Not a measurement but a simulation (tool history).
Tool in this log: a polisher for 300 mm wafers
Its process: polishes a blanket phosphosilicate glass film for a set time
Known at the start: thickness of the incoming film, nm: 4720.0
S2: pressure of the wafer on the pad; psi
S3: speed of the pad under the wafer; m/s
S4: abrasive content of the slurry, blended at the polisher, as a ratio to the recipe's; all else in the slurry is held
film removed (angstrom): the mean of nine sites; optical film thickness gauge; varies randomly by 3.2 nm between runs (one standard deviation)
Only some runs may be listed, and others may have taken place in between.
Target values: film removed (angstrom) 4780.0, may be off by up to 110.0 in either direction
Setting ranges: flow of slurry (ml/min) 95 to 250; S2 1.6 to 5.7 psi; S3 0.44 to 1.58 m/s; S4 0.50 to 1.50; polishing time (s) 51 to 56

run 1 hour=0.0 | flow_of_slurry_(ml/min)=160 S2=3.6 S3=1.00 S4=1.00 polishing_time_(s)=56 | film_removed_(angstrom)=5607.3
run 2 hour=5.9 | flow_of_slurry_(ml/min)=195 S2=3.6 S3=1.00 S4=1.00 polishing_time_(s)=56 | film_removed_(angstrom)=5716.7
run 3 hour=11.1 | flow_of_slurry_(ml/min)=195 S2=3.6 S3=1.00 S4=1.00 polishing_time_(s)=56 | film_removed_(angstrom)=5688.1
run 4 hour=18.8 | flow_of_slurry_(ml/min)=170 S2=3.6 S3=1.00 S4=1.00 polishing_time_(s)=56 | film_removed_(angstrom)=5730.0
run 5 hour=25.3 | flow_of_slurry_(ml/min)=170 S2=3.5 S3=1.00 S4=1.00 polishing_time_(s)=56 | film_removed_(angstrom)=5566.4
run 6 hour=33.0 | flow_of_slurry_(ml/min)=170 S2=3.4 S3=1.00 S4=1.00 polishing_time_(s)=56 | film_removed_(angstrom)=5373.9
run 7 hour=38.1 | flow_of_slurry_(ml/min)=170 S2=3.3 S3=1.00 S4=1.00 polishing_time_(s)=56 | film_removed_(angstrom)=5144.4
-- hour=39.4 slurry blender recalibrated
run 8 hour=39.4 | flow_of_slurry_(ml/min)=170 S2=3.2 S3=1.00 S4=1.00 polishing_time_(s)=56 | film_removed_(angstrom)=5909.2
run 9 hour=40.3 | flow_of_slurry_(ml/min)=170 S2=3.5 S3=1.00 S4=1.00 polishing_time_(s)=56 | film_removed_(angstrom)=6430.3
run 10 hour=43.8 | flow_of_slurry_(ml/min)=185 S2=3.5 S3=1.00 S4=1.00 polishing_time_(s)=56 | film_removed_(angstrom)=6552.7
run 11 hour=50.1 | flow_of_slurry_(ml/min)=140 S2=2.5 S3=1.00 S4=1.00 polishing_time_(s)=56 | film_removed_(angstrom)=4452.5
run 12 hour=53.2 | flow_of_slurry_(ml/min)=145 S2=2.5 S3=1.00 S4=1.00 polishing_time_(s)=56 | film_removed_(angstrom)=4495.0
run 13 hour=56.3 | flow_of_slurry_(ml/min)=150 S2=2.5 S3=1.00 S4=1.00 polishing_time_(s)=56 | film_removed_(angstrom)=4501.3
run 14 hour=63.7 | flow_of_slurry_(ml/min)=155 S2=2.5 S3=1.00 S4=1.00 polishing_time_(s)=56 | film_removed_(angstrom)=4580.2
run 15 hour=64.7 | flow_of_slurry_(ml/min)=160 S2=2.5 S3=1.00 S4=1.00 polishing_time_(s)=56 | film_removed_(angstrom)=4558.7
run 16 hour=65.9 | flow_of_slurry_(ml/min)=165 S2=2.5 S3=1.00 S4=1.00 polishing_time_(s)=56 | film_removed_(angstrom)=4567.1
run 17 hour=72.8 | flow_of_slurry_(ml/min)=170 S2=2.5 S3=1.00 S4=1.00 polishing_time_(s)=56 | film_removed_(angstrom)=4638.5
run 18 hour=74.2 | flow_of_slurry_(ml/min)=175 S2=2.5 S3=1.00 S4=1.00 polishing_time_(s)=56 | film_removed_(angstrom)=4646.8
run 19 hour=76.4 | flow_of_slurry_(ml/min)=190 S2=2.6 S3=1.00 S4=1.00 polishing_time_(s)=56 | film_removed_(angstrom)=4916.0

5 candidate next runs follow, results not yet known. Just one meets every target within its allowed miss. Identify it.
run A hour=78.6 | flow_of_slurry_(ml/min)=200 S2=2.7 S3=1.12 S4=0.80 polishing_time_(s)=55 | film_removed_(angstrom)=?
run B hour=78.6 | flow_of_slurry_(ml/min)=225 S2=2.7 S3=1.08 S4=0.90 polishing_time_(s)=55 | film_removed_(angstrom)=?
run C hour=78.6 | flow_of_slurry_(ml/min)=205 S2=3.7 S3=0.92 S4=0.70 polishing_time_(s)=55 | film_removed_(angstrom)=?
run D hour=78.6 | flow_of_slurry_(ml/min)=190 S2=3.0 S3=0.92 S4=0.95 polishing_time_(s)=55 | film_removed_(angstrom)=?
run E hour=78.6 | flow_of_slurry_(ml/min)=205 S2=3.0 S3=0.96 S4=0.95 polishing_time_(s)=53 | film_removed_(angstrom)=?

move=A film_removed_(angstrom)=4818.8
move=B film_removed_(angstrom)=5092.6
move=C film_removed_(angstrom)=5303.4
move=D film_removed_(angstrom)=5085.9
move=E film_removed_(angstrom)=5096.7
A: all results in spec
B: moves away from the targets compared with the last run
C: moves away from the targets compared with the last run
D: moves away from the targets compared with the last run
E: moves away from the targets compared with the last run
A meets every target.
